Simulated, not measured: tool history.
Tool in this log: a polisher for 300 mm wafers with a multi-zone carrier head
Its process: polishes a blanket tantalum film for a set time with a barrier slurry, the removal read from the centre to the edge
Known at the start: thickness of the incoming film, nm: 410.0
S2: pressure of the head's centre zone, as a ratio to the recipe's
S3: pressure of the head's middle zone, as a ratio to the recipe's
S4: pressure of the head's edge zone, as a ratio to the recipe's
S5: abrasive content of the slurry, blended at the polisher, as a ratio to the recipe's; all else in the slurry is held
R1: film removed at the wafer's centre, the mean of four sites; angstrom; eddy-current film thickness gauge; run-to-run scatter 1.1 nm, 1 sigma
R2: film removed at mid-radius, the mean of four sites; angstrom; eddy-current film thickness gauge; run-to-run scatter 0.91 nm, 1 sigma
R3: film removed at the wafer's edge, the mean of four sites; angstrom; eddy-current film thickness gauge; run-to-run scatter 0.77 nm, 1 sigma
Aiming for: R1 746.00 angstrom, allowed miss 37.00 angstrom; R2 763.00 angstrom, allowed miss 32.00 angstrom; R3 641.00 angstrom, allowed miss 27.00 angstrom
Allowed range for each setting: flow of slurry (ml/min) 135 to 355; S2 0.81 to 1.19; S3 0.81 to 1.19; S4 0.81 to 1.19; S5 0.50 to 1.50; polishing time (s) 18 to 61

{"run": 1, "hour": 0.0, "flow of slurry (ml/min)": 225, "S2": 1.0, "S3": 1.0, "S4": 1.0, "S5": 1.0, "polishing time (s)": 39, "R1": 599.16, "R2": 597.72, "R3": 595.78}
{"run": 2, "hour": 8.5, "flow of slurry (ml/min)": 235, "S2": 1.03, "S3": 1.05, "S4": 1.0, "S5": 1.05, "polishing time (s)": 39, "R1": 626.03, "R2": 633.24, "R3": 600.79}
{"run": 3, "hour": 10.6, "flow of slurry (ml/min)": 240, "S2": 1.05, "S3": 1.08, "S4": 1.0, "S5": 1.1, "polishing time (s)": 39, "R1": 651.78, "R2": 652.57, "R3": 614.46}
{"run": 4, "hour": 12.9, "flow of slurry (ml/min)": 240, "S2": 1.05, "S3": 1.08, "S4": 1.0, "S5": 1.1, "polishing time (s)": 45, "R1": 751.76, "R2": 756.35, "R3": 710.24}
{"run": 5, "hour": 17.3, "flow of slurry (ml/min)": 240, "S2": 1.05, "S3": 1.08, "S4": 1.0, "S5": 0.9, "polishing time (s)": 45, "R1": 738.26, "R2": 724.78, "R3": 652.75}
{"run": 6, "hour": 20.4, "flow of slurry (ml/min)": 240, "S2": 1.05, "S3": 1.1, "S4": 0.99, "S5": 0.9, "polishing time (s)": 45, "R1": 728.53, "R2": 723.83, "R3": 676.17}
{"run": 7, "hour": 27.8, "flow of slurry (ml/min)": 270, "S2": 1.06, "S3": 1.12, "S4": 1.0, "S5": 0.85, "polishing time (s)": 44, "R1": 695.39, "R2": 727.68, "R3": 662.95}
{"run": 8, "hour": 30.6, "flow of slurry (ml/min)": 270, "S2": 1.06, "S3": 1.12, "S4": 1.0, "S5": 0.85, "polishing time (s)": 44, "R1": 707.23, "R2": 734.87, "R3": 657.64}

5 next moves are on the table. One of them brings every result within its allowed miss. Which?
{"run": "A", "hour": 33.4, "flow of slurry (ml/min)": 265, "S2": 1.1, "S3": 1.17, "S4": 0.91, "S5": 1.0, "polishing time (s)": 39, "R1": "?", "R2": "?", "R3": "?"}
{"run": "B", "hour": 33.4, "flow of slurry (ml/min)": 225, "S2": 0.93, "S3": 1.19, "S4": 0.94, "S5": 0.75, "polishing time (s)": 48, "R1": "?", "R2": "?", "R3": "?"}
{"run": "C", "hour": 33.4, "flow of slurry (ml/min)": 240, "S2": 1.02, "S3": 1.08, "S4": 1.07, "S5": 1.15, "polishing time (s)": 45, "R1": "?", "R2": "?", "R3": "?"}
{"run": "D", "hour": 33.4, "flow of slurry (ml/min)": 305, "S2": 1.0, "S3": 1.09, "S4": 1.08, "S5": 0.9, "polishing time (s)": 43, "R1": "?", "R2": "?", "R3": "?"}
{"run": "E", "hour": 33.4, "flow of slurry (ml/min)": 335, "S2": 1.1, "S3": 1.17, "S4": 0.89, "S5": 0.65, "polishing time (s)": 47, "R1": "?", "R2": "?", "R3": "?"}

move=A R1=667.74 R2=689.22 R3=586.68
move=B R1=631.98 R2=786.26 R3=669.93
move=C R1=726.69 R2=757.19 R3=736.27
move=D R1=662.88 R2=708.20 R3=681.07
move=E R1=741.64 R2=763.66 R3=641.31
A: further off than the last run
B: further off than the last run
C: puts the biggest miss on target and leaves a different result outside tolerance
D: further off than the last run
E: every result lands within tolerance
The right move is E.
